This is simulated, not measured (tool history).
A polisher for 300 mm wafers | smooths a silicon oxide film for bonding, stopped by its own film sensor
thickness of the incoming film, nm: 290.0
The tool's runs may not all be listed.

run	hour	flow of slurry (ml/min)	pressure of the wafer on the pad (kPa)	speed of the pad under the wafer (cm/s)	abrasive content of the slurry	target thickness at which the film sensor stops the polish (Å)	time until the film sensor stopped the polish (s)
1	0.0	175	12.4	82	1.0	2000	164.94
2	4.5	175	11.7	82	1.0	2000	177.90
3	10.7	175	11.7	82	1.0	1960	185.30
4	19.3	175	11.0	82	1.0	1960	197.07
5	27.5	175	13.8	82	1.0	1960	160.36
6	28.3	175	13.1	82	1.0	1960	168.41

Forecast run 7:
7	31.3	175	12.4	82	1.0	1960	?

{"run 7": {"time until the film sensor stopped the polish (s)": 175.74}}

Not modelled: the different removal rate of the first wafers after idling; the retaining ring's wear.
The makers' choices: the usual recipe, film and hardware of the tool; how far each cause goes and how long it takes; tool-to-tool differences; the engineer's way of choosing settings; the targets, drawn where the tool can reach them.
